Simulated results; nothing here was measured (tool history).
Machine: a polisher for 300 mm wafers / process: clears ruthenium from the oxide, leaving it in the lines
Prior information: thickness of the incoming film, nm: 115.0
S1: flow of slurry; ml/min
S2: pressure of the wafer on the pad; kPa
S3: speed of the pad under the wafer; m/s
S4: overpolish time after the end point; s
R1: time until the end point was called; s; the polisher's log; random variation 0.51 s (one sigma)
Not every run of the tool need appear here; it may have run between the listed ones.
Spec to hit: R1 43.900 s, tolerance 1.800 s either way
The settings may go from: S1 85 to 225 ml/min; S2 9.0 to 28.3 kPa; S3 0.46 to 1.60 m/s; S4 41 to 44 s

{"run": 1, "day": 0.0, "S1": 145, "S2": 18.6, "S3": 1.02, "S4": 41, "R1": 81.43}
{"run": 2, "day": 0.154, "S1": 150, "S2": 20.7, "S3": 1.04, "S4": 41, "R1": 72.238}
{"run": 3, "day": 0.262, "S1": 150, "S2": 20.7, "S3": 1.04, "S4": 44, "R1": 72.361}
{"run": 4, "day": 0.358, "S1": 150, "S2": 22.1, "S3": 1.06, "S4": 44, "R1": 67.544}
{"run": 5, "day": 0.417, "S1": 155, "S2": 23.4, "S3": 1.1, "S4": 44, "R1": 59.357}
{"run": 6, "day": 0.579, "S1": 175, "S2": 23.4, "S3": 1.1, "S4": 44, "R1": 59.587}
{"run": 7, "day": 0.667, "S1": 175, "S2": 24.1, "S3": 1.12, "S4": 44, "R1": 56.578}
{"run": 8, "day": 0.796, "S1": 175, "S2": 24.8, "S3": 1.14, "S4": 44, "R1": 54.267}
{"run": 9, "day": 0.833, "S1": 175, "S2": 25.5, "S3": 1.16, "S4": 44, "R1": 53.18}
{"run": 10, "day": 1.162, "S1": 175, "S2": 26.2, "S3": 1.18, "S4": 44, "R1": 50.0}
{"run": 11, "day": 1.504, "S1": 175, "S2": 26.9, "S3": 1.2, "S4": 44, "R1": 48.148}
{"run": 12, "day": 1.658, "S1": 175, "S2": 27.6, "S3": 1.22, "S4": 44, "R1": 46.95}

5 next moves are on the table. One of them brings every result within its allowed miss. Which?
{"run": "A", "day": 1.812, "S1": 165, "S2": 25.5, "S3": 1.44, "S4": 41, "R1": "?"}
{"run": "B", "day": 1.812, "S1": 185, "S2": 27.6, "S3": 1.16, "S4": 44, "R1": "?"}
{"run": "C", "day": 1.812, "S1": 175, "S2": 26.2, "S3": 1.2, "S4": 43, "R1": "?"}
{"run": "D", "day": 1.812, "S1": 160, "S2": 27.6, "S3": 1.48, "S4": 44, "R1": "?"}
{"run": "E", "day": 1.812, "S1": 155, "S2": 27.6, "S3": 1.1, "S4": 41, "R1": "?"}

move=A R1=43.814
move=B R1=48.792
move=C R1=50.086
move=D R1=39.736
move=E R1=52.351
A: in spec on every target
B: the biggest miss grows against the last run
C: the biggest miss grows against the last run
D: pushes the last run's worst result past its target
E: the biggest miss grows against the last run
Move A is the one to make.
